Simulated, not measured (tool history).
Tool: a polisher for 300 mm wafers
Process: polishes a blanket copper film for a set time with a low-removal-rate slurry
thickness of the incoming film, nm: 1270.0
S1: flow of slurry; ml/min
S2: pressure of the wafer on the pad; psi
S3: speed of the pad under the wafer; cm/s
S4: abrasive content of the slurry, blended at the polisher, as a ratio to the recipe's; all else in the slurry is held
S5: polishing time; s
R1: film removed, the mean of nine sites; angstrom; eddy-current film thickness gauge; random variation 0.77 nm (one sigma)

run 1 hour=0.0 | S1=245 S2=2.3 S3=126 S4=1.00 S5=58 | R1=1567.60
run 2 hour=0.6 | S1=245 S2=1.9 S3=122 S4=1.00 S5=58 | R1=1252.30
run 3 hour=2.7 | S1=245 S2=1.9 S3=122 S4=1.00 S5=58 | R1=1239.70
run 4 hour=5.2 | S1=195 S2=1.9 S3=122 S4=1.00 S5=58 | R1=1233.80
run 5 hour=13.8 | S1=195 S2=1.6 S3=122 S4=1.00 S5=58 | R1=1030.40
run 6 hour=19.6 | S1=195 S2=1.6 S3=122 S4=0.85 S5=58 | R1=1003.70

The next listed run, before its measurement:
run 7 hour=26.4 | S1=195 S2=1.1 S3=120 S4=0.85 S5=58 | R1=?

Run 7 gave R1 690.63 angstrom.
